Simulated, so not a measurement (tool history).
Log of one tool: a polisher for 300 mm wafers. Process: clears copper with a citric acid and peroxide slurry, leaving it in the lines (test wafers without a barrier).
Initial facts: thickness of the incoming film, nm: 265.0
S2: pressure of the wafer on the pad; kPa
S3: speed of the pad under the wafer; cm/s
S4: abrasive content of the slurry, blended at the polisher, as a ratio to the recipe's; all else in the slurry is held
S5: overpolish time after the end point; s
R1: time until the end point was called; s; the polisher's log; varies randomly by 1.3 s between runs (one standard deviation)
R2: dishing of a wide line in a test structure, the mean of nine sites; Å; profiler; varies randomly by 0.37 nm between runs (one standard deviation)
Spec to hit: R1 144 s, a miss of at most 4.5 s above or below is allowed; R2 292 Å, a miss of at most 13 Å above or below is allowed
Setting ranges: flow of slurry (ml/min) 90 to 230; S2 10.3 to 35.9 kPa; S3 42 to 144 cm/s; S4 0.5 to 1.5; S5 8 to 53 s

Run 1, hour 0: flow of slurry (ml/min) 150, S2 22.8 kPa, S3 92 cm/s, S4 1, S5 27 s. Result: R1 121.64 s, R2 381.99 Å.
Run 2, hour 3.8: flow of slurry (ml/min) 150, S2 22.8 kPa, S3 92 cm/s, S4 1, S5 21 s. Result: R1 121.53 s, R2 299.35 Å.
Run 3, hour 8.4: flow of slurry (ml/min) 145, S2 22.1 kPa, S3 92 cm/s, S4 1, S5 21 s. Result: R1 123.63 s, R2 295.35 Å.
Run 4, hour 11.9: flow of slurry (ml/min) 145, S2 22.1 kPa, S3 112 cm/s, S4 1, S5 21 s. Result: R1 103.72 s, R2 340.27 Å.
Run 5, hour 15.4: flow of slurry (ml/min) 145, S2 20.7 kPa, S3 112 cm/s, S4 1, S5 22 s. Result: R1 108.58 s, R2 351.21 Å.
Run 6, hour 23: flow of slurry (ml/min) 145, S2 20.7 kPa, S3 112 cm/s, S4 1.15, S5 22 s. Result: R1 103.24 s, R2 354.14 Å.
Run 7, hour 27.4: flow of slurry (ml/min) 140, S2 19.3 kPa, S3 112 cm/s, S4 1.15, S5 22 s. Result: R1 109.09 s, R2 339.38 Å.
Run 8, hour 34.7: flow of slurry (ml/min) 125, S2 12.4 kPa, S3 112 cm/s, S4 1.15, S5 25 s. Result: R1 150.15 s, R2 283.51 Å.

Exactly one of the 4 candidate moves below puts every result within its allowed miss. Which one?
Run A, hour 42: flow of slurry (ml/min) 130, S2 14.5 kPa, S3 100 cm/s, S4 1.15, S5 25 s. Result: R1 ?, R2 ?.
Run B, hour 42: flow of slurry (ml/min) 155, S2 10.3 kPa, S3 114 cm/s, S4 1.3, S5 24 s. Result: R1 ?, R2 ?.
Run C, hour 42: flow of slurry (ml/min) 140, S2 11.7 kPa, S3 116 cm/s, S4 1.25, S5 25 s. Result: R1 ?, R2 ?.
Run D, hour 42: flow of slurry (ml/min) 155, S2 10.3 kPa, S3 118 cm/s, S4 1.1, S5 31 s. Result: R1 ?, R2 ?.

move      R1      R2
   A  149.26  288.68
   B  150.92  272.32
   C  142.12  298.38
   D  152.52  334.87
A: nearer than the last run, and not there yet
B: its largest miss is bigger than the last run's
C: in spec on every target
D: its largest miss is bigger than the last run's
Correct choice: C, which meets every target
